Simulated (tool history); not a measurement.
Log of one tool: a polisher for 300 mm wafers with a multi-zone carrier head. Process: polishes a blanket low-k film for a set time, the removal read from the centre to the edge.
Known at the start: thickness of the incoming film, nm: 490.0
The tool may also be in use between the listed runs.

| run | day | flow of slurry (ml/min) | pressure of the head's centre zone | pressure of the head's middle zone | pressure of the head's edge zone | abrasive content of the slurry | polishing time (s) | film removed at the wafer's centre (Å) | film removed at mid-radius (Å) | film removed at the wafer's edge (Å) |
|---|---|---|---|---|---|---|---|---|---|---|
| 1 | 0 | 300 | 1 | 1 | 1 | 1 | 40 | 110.42 | 114.52 | 116.24 |
| 2 | 0.129 | 340 | 1 | 1 | 1 | 1 | 40 | 111.48 | 113.33 | 116.05 |
| 3 | 0.446 | 300 | 1 | 1 | 1 | 1 | 40 | 111.61 | 111.16 | 113.53 |
| 4 | 0.6 | 280 | 1 | 0.97 | 0.97 | 0.9 | 37 | 97.061 | 96.325 | 98.483 |
| 5 | 0.771 | 280 | 1 | 1.05 | 0.97 | 0.9 | 37 | 95.615 | 101.33 | 97.709 |
| 6 | 0.946 | 280 | 1 | 1.05 | 0.97 | 0.9 | 30 | 77.5 | 83.183 | 80.955 |
| 7 | 1.162 | 275 | 1.01 | 1 | 0.95 | 0.8 | 29 | 71.003 | 70.949 | 73.875 |
| 8 | 1.538 | 270 | 1.03 | 0.99 | 0.92 | 0.75 | 29 | 68.999 | 67.037 | 68.36 |

Forecast run 9:
| 9 | 1.858 | 270 | 1.03 | 0.97 | 0.9 | 0.75 | 29 | ? | ? | ? |

{"run 9": {"film removed at the wafer's centre (Å)": 69.538, "film removed at mid-radius (Å)": 66.22, "film removed at the wafer's edge (Å)": 68.46}}
